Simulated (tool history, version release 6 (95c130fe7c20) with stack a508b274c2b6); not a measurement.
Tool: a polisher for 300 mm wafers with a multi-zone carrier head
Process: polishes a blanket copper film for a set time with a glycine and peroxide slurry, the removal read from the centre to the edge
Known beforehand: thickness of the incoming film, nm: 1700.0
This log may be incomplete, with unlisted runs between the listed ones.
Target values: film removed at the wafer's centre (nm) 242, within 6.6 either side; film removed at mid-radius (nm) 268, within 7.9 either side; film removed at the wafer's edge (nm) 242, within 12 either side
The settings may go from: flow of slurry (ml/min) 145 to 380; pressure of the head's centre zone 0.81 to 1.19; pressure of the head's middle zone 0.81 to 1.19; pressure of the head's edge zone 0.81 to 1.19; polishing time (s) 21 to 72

run  hour  flow of slurry (ml/min)  pressure of the head's centre zone  pressure of the head's middle zone  pressure of the head's edge zone  polishing time (s)  film removed at the wafer's centre (nm)  film removed at mid-radius (nm)  film removed at the wafer's edge (nm)
  1     0                      245                                   1                                   1                                 1                  46                                   217.24                           217.23                                 217.29
  2   2.8                      255                                1.01                                1.04                              1.02                  46                                   216.11                           229.06                                 217.67
  3   5.6                      265                                1.02                                1.05                              1.04                  47                                   225.72                            233.3                                 232.66
  4   7.5                      265                                1.02                                1.05                               1.1                  47                                   226.09                           231.28                                 237.02
  5  15.2                      230                                1.02                                1.05                               1.1                  47                                   218.46                           229.77                                 235.93
  6  23.5                      250                                1.03                                1.08                              1.09                  47                                   225.02                           237.03                                 235.71
  7    32                      265                                1.03                                 1.1                              1.08                  47                                   226.75                           239.17                                 233.58
  8  37.1                      275                                1.03                                1.12                              1.08                  48                                   234.04                           254.77                                 240.11
  9  41.8                      285                                1.03                                1.13                              1.08                  48                                   231.39                           253.72                                 237.05
 10  45.4                      290                                1.04                                1.14                              1.08                  48                                   238.96                           257.46                                 238.55
 11  54.2                      295                                1.04                                1.15                              1.08                  48                                   238.12                           260.29                                 242.18

Consider the 4 candidate settings below. Which is the only one whose results all fall within their allowed miss of target?
  A    63                      265                                1.01                                1.02                              1.12                  50                                        ?                                ?                                      ?
  B    63                      340                                1.06                                1.09                              1.08                  47                                        ?                                ?                                      ?
  C    63                      270                                1.03                                1.13                              1.18                  48                                        ?                                ?                                      ?
  D    63                      335                                1.02                                1.15                              1.03                  49                                        ?                                ?                                      ?

move  film removed at the wafer's centre (nm)  film removed at mid-radius (nm)  film removed at the wafer's edge (nm)
   A                                   235.54                           241.87                                 255.69
   B                                   239.29                           246.78                                 240.42
   C                                   231.37                            253.9                                 252.22
   D                                   239.74                           269.11                                 244.38
A: lands further from the targets than the last run did
B: lands further from the targets than the last run did
C: lands further from the targets than the last run did
D: each result inside its tolerance
D is the move that brings every result within its allowed miss.

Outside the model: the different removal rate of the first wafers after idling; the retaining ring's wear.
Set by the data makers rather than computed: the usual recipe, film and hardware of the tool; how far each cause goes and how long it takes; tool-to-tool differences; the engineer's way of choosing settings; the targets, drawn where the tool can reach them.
